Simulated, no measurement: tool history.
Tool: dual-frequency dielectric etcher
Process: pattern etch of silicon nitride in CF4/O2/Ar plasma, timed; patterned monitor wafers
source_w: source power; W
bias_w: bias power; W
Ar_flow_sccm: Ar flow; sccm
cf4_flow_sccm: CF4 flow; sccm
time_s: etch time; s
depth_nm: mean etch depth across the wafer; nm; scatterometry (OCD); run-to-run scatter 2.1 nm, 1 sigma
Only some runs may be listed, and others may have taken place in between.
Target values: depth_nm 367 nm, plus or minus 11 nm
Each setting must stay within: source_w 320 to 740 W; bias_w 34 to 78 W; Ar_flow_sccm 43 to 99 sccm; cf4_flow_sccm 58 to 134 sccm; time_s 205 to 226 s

run 1 day=0 | source_w=530 bias_w=56 Ar_flow_sccm=71 cf4_flow_sccm=96 time_s=226 | depth_nm=470.68
run 2 day=0.067 | source_w=500 bias_w=56 Ar_flow_sccm=71 cf4_flow_sccm=96 time_s=226 | depth_nm=442.99
run 3 day=0.292 | source_w=500 bias_w=46 Ar_flow_sccm=71 cf4_flow_sccm=96 time_s=226 | depth_nm=415.94
run 4 day=0.583 | source_w=500 bias_w=46 Ar_flow_sccm=71 cf4_flow_sccm=110 time_s=226 | depth_nm=420.25
run 5 day=0.717 | source_w=500 bias_w=46 Ar_flow_sccm=71 cf4_flow_sccm=110 time_s=226 | depth_nm=423.32
run 6 day=0.779 | source_w=570 bias_w=46 Ar_flow_sccm=71 cf4_flow_sccm=110 time_s=226 | depth_nm=470.21
run 7 day=0.992 | source_w=540 bias_w=45 Ar_flow_sccm=71 cf4_flow_sccm=110 time_s=226 | depth_nm=445.91
run 8 day=1.129 | source_w=520 bias_w=45 Ar_flow_sccm=71 cf4_flow_sccm=110 time_s=226 | depth_nm=431.7
run 9 day=1.271 | source_w=500 bias_w=45 Ar_flow_sccm=71 cf4_flow_sccm=110 time_s=226 | depth_nm=419.03
run 10 day=1.442 | source_w=490 bias_w=45 Ar_flow_sccm=71 cf4_flow_sccm=110 time_s=226 | depth_nm=411.46
run 11 day=1.65 | source_w=490 bias_w=45 Ar_flow_sccm=71 cf4_flow_sccm=110 time_s=226 | depth_nm=411.91
run 12 day=1.775 | source_w=480 bias_w=45 Ar_flow_sccm=71 cf4_flow_sccm=110 time_s=226 | depth_nm=398.96
run 13 day=1.85 | source_w=470 bias_w=45 Ar_flow_sccm=71 cf4_flow_sccm=110 time_s=226 | depth_nm=392.41

Which one of the following 4 next-run settings gets every result inside its allowed miss? There is exactly one.
run A day=1.925 | source_w=440 bias_w=47 Ar_flow_sccm=54 cf4_flow_sccm=99 time_s=226 | depth_nm=?
run B day=1.925 | source_w=470 bias_w=49 Ar_flow_sccm=70 cf4_flow_sccm=85 time_s=226 | depth_nm=?
run C day=1.925 | source_w=430 bias_w=59 Ar_flow_sccm=75 cf4_flow_sccm=103 time_s=209.5 | depth_nm=?
run D day=1.925 | source_w=470 bias_w=44 Ar_flow_sccm=59 cf4_flow_sccm=122 time_s=223 | depth_nm=?

move=A depth_nm=387.53
move=B depth_nm=397.69
move=C depth_nm=368.72
move=D depth_nm=400.75
A: nearer than the last run, and not there yet
B: the biggest miss grows against the last run
C: in spec on every target
D: the biggest miss grows against the last run
Go with C: it meets all targets.

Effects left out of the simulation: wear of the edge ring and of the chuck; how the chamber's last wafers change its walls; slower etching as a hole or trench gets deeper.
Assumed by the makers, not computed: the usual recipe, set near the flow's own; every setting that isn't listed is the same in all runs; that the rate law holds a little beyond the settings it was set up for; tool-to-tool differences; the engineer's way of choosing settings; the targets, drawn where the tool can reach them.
